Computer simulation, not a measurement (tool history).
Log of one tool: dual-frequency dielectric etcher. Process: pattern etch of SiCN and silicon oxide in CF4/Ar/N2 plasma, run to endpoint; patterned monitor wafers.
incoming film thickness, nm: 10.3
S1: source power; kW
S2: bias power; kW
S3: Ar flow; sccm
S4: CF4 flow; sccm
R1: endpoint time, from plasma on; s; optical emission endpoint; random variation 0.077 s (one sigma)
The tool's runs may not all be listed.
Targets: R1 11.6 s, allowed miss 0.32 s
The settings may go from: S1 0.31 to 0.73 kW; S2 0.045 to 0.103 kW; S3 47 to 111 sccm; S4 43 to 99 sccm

run 1 hour=0 | S1=0.52 S2=0.074 S3=79 S4=71 | R1=9.2344
run 2 hour=8 | S1=0.52 S2=0.074 S3=79 S4=79 | R1=9.2095
run 3 hour=14 | S1=0.5 S2=0.074 S3=79 S4=79 | R1=9.5762
run 4 hour=21.3 | S1=0.48 S2=0.074 S3=79 S4=79 | R1=10.007
run 5 hour=28.7 | S1=0.47 S2=0.074 S3=79 S4=79 | R1=10.28
run 6 hour=33.5 | S1=0.47 S2=0.074 S3=79 S4=71 | R1=10.48
run 7 hour=39.3 | S1=0.46 S2=0.074 S3=79 S4=71 | R1=10.74
-- hour=45.2 CF4 flow controller replaced
run 8 hour=45.2 | S1=0.45 S2=0.074 S3=79 S4=71 | R1=10.976

Which of these 5 next moves meets every target?
run A hour=51.1 | S1=0.42 S2=0.08 S3=77 S4=83 | R1=?
run B hour=51.1 | S1=0.47 S2=0.073 S3=64 S4=61 | R1=?
run C hour=51.1 | S1=0.47 S2=0.07 S3=71 S4=71 | R1=?
run D hour=51.1 | S1=0.46 S2=0.081 S3=64 S4=74 | R1=?
run E hour=51.1 | S1=0.45 S2=0.061 S3=95 S4=73 | R1=?

move=A R1=11.483
move=B R1=10.463
move=C R1=10.581
move=D R1=10.117
move=E R1=12.212
A: meets every target
B: further off than the last run
C: further off than the last run
D: further off than the last run
E: takes the result that was furthest off past its target
The right move is A.

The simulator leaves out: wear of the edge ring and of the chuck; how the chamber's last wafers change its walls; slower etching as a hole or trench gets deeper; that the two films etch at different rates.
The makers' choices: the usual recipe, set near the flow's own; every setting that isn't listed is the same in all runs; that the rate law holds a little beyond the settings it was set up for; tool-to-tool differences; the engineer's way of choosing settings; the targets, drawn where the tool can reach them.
